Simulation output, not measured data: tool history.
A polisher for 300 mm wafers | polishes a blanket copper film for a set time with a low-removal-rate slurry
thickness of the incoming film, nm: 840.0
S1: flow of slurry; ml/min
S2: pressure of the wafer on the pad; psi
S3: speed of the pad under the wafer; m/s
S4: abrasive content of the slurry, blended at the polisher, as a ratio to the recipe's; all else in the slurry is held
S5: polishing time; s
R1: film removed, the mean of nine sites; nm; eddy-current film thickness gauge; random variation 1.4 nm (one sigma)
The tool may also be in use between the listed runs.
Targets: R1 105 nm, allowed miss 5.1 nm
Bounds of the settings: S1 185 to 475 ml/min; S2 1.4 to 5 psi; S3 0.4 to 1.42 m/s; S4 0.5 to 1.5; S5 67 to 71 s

run    day   S1   S2    S3  S4  S5      R1
  1      0  305  3.2   0.9   1  67  184.18
  2  0.225  305  2.7  0.88   1  67  155.56
  3  0.262  305  2.7  0.96   1  67   168.3
  4  0.588  305    3  0.96   1  67  185.84
  5  0.833  305  2.6  0.94   1  67  162.56
  6  0.996  305  2.1  0.94   1  67  133.39
  7  1.188  305  1.9  0.94   1  67  124.79
  8  1.275  305  1.8  0.94   1  67  117.75
  9  1.425  305  1.7  0.94   1  67   115.2

Which of these 5 next moves meets every target?
  A  1.575  215  2.5  0.68  1.15  67   ?
  B  1.575  245  1.5  0.92  0.95  71   ?
  C  1.575  320  1.9  0.88  1.05  67   ?
  D  1.575  390  1.6  0.94  1.05  71   ?
  E  1.575  295  1.6  0.98  0.95  71   ?

move      R1
   A  114.06
   B  104.69
   C  118.44
   D  119.12
   E  118.37
A: nearer than the last run, and not there yet
B: meets every target
C: further off than the last run
D: further off than the last run
E: further off than the last run
The right move is B.
